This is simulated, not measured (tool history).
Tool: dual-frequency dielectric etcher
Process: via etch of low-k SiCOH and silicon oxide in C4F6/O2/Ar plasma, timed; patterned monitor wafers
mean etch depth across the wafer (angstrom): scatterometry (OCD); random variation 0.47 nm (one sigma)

run  hour  source power (kW)  bias power (kW)  etch time (s)  mean etch depth across the wafer (angstrom)
  1     0               0.26            0.191           45.5                                       1097.6
  2   2.4               0.26            0.222           45.5                                       1156.9
  3   4.2               0.26            0.255           45.5                                         1215
  4   5.6               0.28            0.255           45.5                                       1253.1
  5  13.7               0.32            0.255           45.5                                         1315
  6  19.9               0.28            0.222           44.5                                         1157
  7  25.1               0.25            0.201             44                                       1068.5
  8  27.1               0.23             0.19             44                                       1015.8
  9  33.2               0.21            0.186             44                                       968.42
 10  40.5                0.2            0.185             44                                        951.5

Forecast run 11:
 11  45.5               0.19            0.184             44                                            ?

{"run 11": {"mean etch depth across the wafer (angstrom)": 931.12}}

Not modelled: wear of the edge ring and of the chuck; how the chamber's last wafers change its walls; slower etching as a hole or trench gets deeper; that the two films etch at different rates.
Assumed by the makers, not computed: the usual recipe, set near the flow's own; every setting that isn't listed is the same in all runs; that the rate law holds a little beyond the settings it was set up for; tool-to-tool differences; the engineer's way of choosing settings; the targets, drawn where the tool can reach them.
